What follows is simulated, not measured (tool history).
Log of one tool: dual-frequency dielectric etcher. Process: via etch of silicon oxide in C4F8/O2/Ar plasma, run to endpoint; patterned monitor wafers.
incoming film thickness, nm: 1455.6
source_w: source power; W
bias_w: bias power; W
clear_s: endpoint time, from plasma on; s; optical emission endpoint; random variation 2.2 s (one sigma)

Run 1, day 0.000: source_w 1570 W, bias_w 2305 W. Result: clear_s 310.39 s.
Run 2, day 0.033: source_w 1570 W, bias_w 2156 W. Result: clear_s 314.68 s.
Run 3, day 0.179: source_w 1570 W, bias_w 1844 W. Result: clear_s 337.36 s.
Run 4, day 0.421: source_w 1730 W, bias_w 1981 W. Result: clear_s 314.54 s.
Run 5, day 0.758: source_w 1850 W, bias_w 2062 W. Result: clear_s 301.17 s.
Run 6, day 0.962: source_w 1980 W, bias_w 2062 W. Result: clear_s 291.11 s.
Run 7, day 1.279: source_w 2030 W, bias_w 2094 W. Result: clear_s 288.99 s.

The next listed run, before its measurement:
Run 8, day 1.446: source_w 2070 W, bias_w 2137 W. Result: clear_s ?.

{"run 8": {"clear_s": 281.23}}

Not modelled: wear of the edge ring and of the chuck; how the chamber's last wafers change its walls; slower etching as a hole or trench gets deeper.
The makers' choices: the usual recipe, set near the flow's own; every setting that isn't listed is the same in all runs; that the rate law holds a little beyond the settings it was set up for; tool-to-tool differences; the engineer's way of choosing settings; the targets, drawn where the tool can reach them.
